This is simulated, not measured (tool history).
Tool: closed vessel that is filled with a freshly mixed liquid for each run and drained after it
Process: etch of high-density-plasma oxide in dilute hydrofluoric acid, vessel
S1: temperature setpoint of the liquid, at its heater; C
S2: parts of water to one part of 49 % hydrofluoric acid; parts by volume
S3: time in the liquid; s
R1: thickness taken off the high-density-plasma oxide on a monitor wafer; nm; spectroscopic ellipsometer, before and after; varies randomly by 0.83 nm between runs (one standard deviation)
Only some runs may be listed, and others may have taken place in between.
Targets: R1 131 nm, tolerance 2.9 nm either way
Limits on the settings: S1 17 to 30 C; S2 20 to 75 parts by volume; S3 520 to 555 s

| run | hour | S1 | S2 | S3 | R1 |
|---|---|---|---|---|---|
| 1 | 0 | 22 | 45 | 520 | 84.686 |
| 2 | 8.5 | 19.5 | 45 | 520 | 75.588 |
| 3 | 10.7 | 19.5 | 60 | 520 | 55.633 |
| 4 | 16.9 | 22.5 | 55 | 520 | 70.3 |
| 5 | 19.9 | 24.5 | 50 | 520 | 83.452 |
| 6 | 26.2 | 23 | 50 | 520 | 78.199 |
| 7 | 33.7 | 25 | 45 | 520 | 96.133 |
| 8 | 41 | 26.5 | 45 | 520 | 100.94 |
| 9 | 49.9 | 27.5 | 45 | 520 | 104.59 |

Of the 4 settings listed for the next run, only one would bring every result within its allowed miss of target. Which one?
| A | 58.8 | 23.5 | 55 | 530 | ? |
| B | 58.8 | 25.5 | 45 | 520 | ? |
| C | 58.8 | 29.5 | 40 | 520 | ? |
| D | 58.8 | 22 | 35 | 520 | ? |

| move | R1 |
|---|---|
| A | 73.954 |
| B | 97.561 |
| C | 129.9 |
| D | 109.9 |
A: lands further from the targets than the last run did
B: lands further from the targets than the last run did
C: each result inside its tolerance
D: moves toward the targets from the last run without getting all of them in spec
Go with C: it meets all targets.
